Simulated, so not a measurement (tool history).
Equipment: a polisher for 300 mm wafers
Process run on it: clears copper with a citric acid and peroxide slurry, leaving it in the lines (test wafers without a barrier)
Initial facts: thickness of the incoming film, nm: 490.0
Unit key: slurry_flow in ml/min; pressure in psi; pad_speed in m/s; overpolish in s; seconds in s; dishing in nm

{"run": 1, "hour": 0.0, "slurry_flow": 140, "pressure": 4.1, "pad_speed": 1.24, "slurry_solids": 1.0, "overpolish": 27, "seconds": 123.3, "dishing": 73.123}
{"run": 2, "hour": 2.1, "slurry_flow": 145, "pressure": 4.2, "pad_speed": 1.24, "slurry_solids": 1.0, "overpolish": 28, "seconds": 117.85, "dishing": 76.225}
{"run": 3, "hour": 6.1, "slurry_flow": 145, "pressure": 4.2, "pad_speed": 1.24, "slurry_solids": 1.0, "overpolish": 19, "seconds": 117.05, "dishing": 54.243}
{"run": 4, "hour": 7.4, "slurry_flow": 145, "pressure": 4.6, "pad_speed": 1.24, "slurry_solids": 1.0, "overpolish": 19, "seconds": 108.61, "dishing": 60.151}
{"run": 5, "hour": 13.8, "slurry_flow": 135, "pressure": 4.7, "pad_speed": 1.22, "slurry_solids": 1.0, "overpolish": 22, "seconds": 109.41, "dishing": 66.017}
{"run": 6, "hour": 22.0, "slurry_flow": 135, "pressure": 4.7, "pad_speed": 1.22, "slurry_solids": 1.2, "overpolish": 22, "seconds": 107.22, "dishing": 67.751}
{"run": 7, "hour": 25.2, "slurry_flow": 130, "pressure": 4.7, "pad_speed": 1.22, "slurry_solids": 1.2, "overpolish": 24, "seconds": 107.28, "dishing": 73.365}

Forecast run 8:
{"run": 8, "hour": 31.4, "slurry_flow": 125, "pressure": 4.7, "pad_speed": 1.22, "slurry_solids": 1.2, "overpolish": 26, "seconds": "?", "dishing": "?"}

{"run 8": {"seconds": 108.22, "dishing": 76.826}}

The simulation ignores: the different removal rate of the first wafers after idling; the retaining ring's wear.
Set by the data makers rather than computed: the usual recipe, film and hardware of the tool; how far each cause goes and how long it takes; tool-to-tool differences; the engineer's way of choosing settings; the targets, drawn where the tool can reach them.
